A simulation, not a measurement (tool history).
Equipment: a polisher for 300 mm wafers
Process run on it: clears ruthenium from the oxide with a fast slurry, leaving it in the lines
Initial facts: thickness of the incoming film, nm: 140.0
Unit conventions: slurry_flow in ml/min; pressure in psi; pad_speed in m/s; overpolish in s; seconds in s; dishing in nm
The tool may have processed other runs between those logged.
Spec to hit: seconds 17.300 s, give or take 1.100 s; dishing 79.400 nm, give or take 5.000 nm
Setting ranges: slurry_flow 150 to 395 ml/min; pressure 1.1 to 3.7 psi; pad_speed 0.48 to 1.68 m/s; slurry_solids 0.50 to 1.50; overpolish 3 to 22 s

run,hour,slurry_flow,pressure,pad_speed,slurry_solids,overpolish,seconds,dishing
1,0.0,250,2.4,1.08,1.00,11,30.902,36.142
2,5.3,250,2.7,1.12,1.00,12,26.881,44.876
3,6.0,250,2.7,1.12,1.00,16,27.855,57.600
4,7.6,250,2.7,1.12,0.90,16,28.319,55.304
5,9.6,250,2.9,1.16,0.90,16,25.644,59.162
6,18.1,250,3.1,1.18,0.90,16,23.729,63.286
7,23.4,250,3.2,1.22,0.90,16,21.742,68.492
8,29.8,250,3.3,1.24,0.90,16,21.123,67.926
9,37.0,250,3.4,1.26,0.90,16,20.505,73.884
10,44.0,250,3.5,1.28,0.90,16,19.674,74.287
11,52.4,250,3.5,1.30,0.90,16,19.053,75.325
12,53.2,250,3.5,1.32,0.90,16,19.553,76.532

Which single option among these 5 for the next run brings every result within its allowed miss of target? Just one does.
A,54.0,305,3.4,1.10,0.95,19,?,?
B,54.0,285,2.6,1.46,1.00,18,?,?
C,54.0,240,3.7,1.32,0.95,15,?,?
D,54.0,285,2.5,1.40,1.10,20,?,?
E,54.0,220,3.2,1.46,0.70,18,?,?

move,seconds,dishing
A,22.363,78.770
B,20.979,79.405
C,17.688,78.647
D,21.569,84.570
E,21.973,76.440
A: further off than the last run
B: further off than the last run
C: every result lands within tolerance
D: further off than the last run
E: further off than the last run
C meets every target.

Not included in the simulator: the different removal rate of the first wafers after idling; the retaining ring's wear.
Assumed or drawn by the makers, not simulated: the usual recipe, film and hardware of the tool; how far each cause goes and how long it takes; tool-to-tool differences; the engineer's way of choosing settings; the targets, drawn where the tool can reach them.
